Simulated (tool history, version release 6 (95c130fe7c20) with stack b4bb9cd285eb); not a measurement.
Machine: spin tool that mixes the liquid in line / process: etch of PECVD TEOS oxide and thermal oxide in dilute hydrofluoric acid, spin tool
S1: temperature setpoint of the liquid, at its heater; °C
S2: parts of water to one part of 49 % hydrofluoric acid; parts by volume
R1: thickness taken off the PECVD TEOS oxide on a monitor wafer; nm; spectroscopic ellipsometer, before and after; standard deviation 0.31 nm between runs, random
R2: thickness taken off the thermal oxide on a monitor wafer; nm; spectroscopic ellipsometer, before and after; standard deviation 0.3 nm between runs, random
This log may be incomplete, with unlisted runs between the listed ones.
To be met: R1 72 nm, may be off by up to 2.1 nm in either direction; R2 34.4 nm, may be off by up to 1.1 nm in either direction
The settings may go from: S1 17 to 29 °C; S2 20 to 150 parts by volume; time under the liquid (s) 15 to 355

{"run": 1, "hour": 0.0, "S1": 21, "S2": 85, "time under the liquid (s)": 180, "R1": 17.775, "R2": 8.5381}
{"run": 2, "hour": 2.9, "S1": 19, "S2": 85, "time under the liquid (s)": 180, "R1": 16.218, "R2": 7.7427}
{"run": 3, "hour": 7.6, "S1": 20, "S2": 75, "time under the liquid (s)": 185, "R1": 19.94, "R2": 9.6049}
{"run": 4, "hour": 16.2, "S1": 20, "S2": 75, "time under the liquid (s)": 240, "R1": 25.703, "R2": 12.361}
{"run": 5, "hour": 21.9, "S1": 20, "S2": 55, "time under the liquid (s)": 240, "R1": 36.044, "R2": 17.6}
{"run": 6, "hour": 30.7, "S1": 22, "S2": 55, "time under the liquid (s)": 240, "R1": 39.262, "R2": 19.036}
{"run": 7, "hour": 36.2, "S1": 23, "S2": 55, "time under the liquid (s)": 240, "R1": 41.089, "R2": 19.55}
{"run": 8, "hour": 45.2, "S1": 23.5, "S2": 50, "time under the liquid (s)": 240, "R1": 46.604, "R2": 22.47}
{"run": 9, "hour": 50.9, "S1": 24, "S2": 50, "time under the liquid (s)": 240, "R1": 47.166, "R2": 23.006}
{"run": 10, "hour": 55.9, "S1": 24.5, "S2": 50, "time under the liquid (s)": 240, "R1": 48.258, "R2": 23.047}
{"run": 11, "hour": 57.6, "S1": 25, "S2": 50, "time under the liquid (s)": 240, "R1": 49.522, "R2": 23.61}
{"run": 12, "hour": 61.4, "S1": 25.5, "S2": 50, "time under the liquid (s)": 240, "R1": 50.284, "R2": 24.18}
{"run": 13, "hour": 65.5, "S1": 26, "S2": 50, "time under the liquid (s)": 240, "R1": 51.102, "R2": 24.614}
{"run": 14, "hour": 74.5, "S1": 26.5, "S2": 50, "time under the liquid (s)": 240, "R1": 52.145, "R2": 25.243}
{"run": 15, "hour": 81.8, "S1": 27, "S2": 50, "time under the liquid (s)": 240, "R1": 53.645, "R2": 25.608}
{"run": 16, "hour": 87.7, "S1": 29, "S2": 30, "time under the liquid (s)": 240, "R1": 99.564, "R2": 47.996}
{"run": 17, "hour": 88.9, "S1": 28, "S2": 30, "time under the liquid (s)": 240, "R1": 95.661, "R2": 45.224}
{"run": 18, "hour": 97.1, "S1": 27, "S2": 30, "time under the liquid (s)": 240, "R1": 91.466, "R2": 44.086}
{"run": 19, "hour": 104.4, "S1": 26.5, "S2": 30, "time under the liquid (s)": 240, "R1": 90.374, "R2": 43.205}
{"run": 20, "hour": 108.3, "S1": 25.5, "S2": 30, "time under the liquid (s)": 240, "R1": 86.18, "R2": 42.049}
{"run": 21, "hour": 116.2, "S1": 25, "S2": 30, "time under the liquid (s)": 240, "R1": 84.475, "R2": 39.973}

5 next moves are on the table. One of them brings every result within its allowed miss. Which?
{"run": "A", "hour": 124.1, "S1": 27, "S2": 35, "time under the liquid (s)": 200, "R1": "?", "R2": "?"}
{"run": "B", "hour": 124.1, "S1": 29, "S2": 45, "time under the liquid (s)": 355, "R1": "?", "R2": "?"}
{"run": "C", "hour": 124.1, "S1": 25, "S2": 50, "time under the liquid (s)": 330, "R1": "?", "R2": "?"}
{"run": "D", "hour": 124.1, "S1": 24.5, "S2": 35, "time under the liquid (s)": 245, "R1": "?", "R2": "?"}
{"run": "E", "hour": 124.1, "S1": 29, "S2": 55, "time under the liquid (s)": 300, "R1": "?", "R2": "?"}

move=A R1=64.792 R2=30.751
move=B R1=95.518 R2=45.333
move=C R1=67.535 R2=32.053
move=D R1=71.617 R2=33.99
move=E R1=65.06 R2=30.878
A: moves the result that the last run missed by most past its target, out the other side
B: its largest miss is bigger than the last run's
C: moves the result that the last run missed by most past its target, out the other side
D: each result inside its tolerance
E: moves the result that the last run missed by most past its target, out the other side
The right move is D.
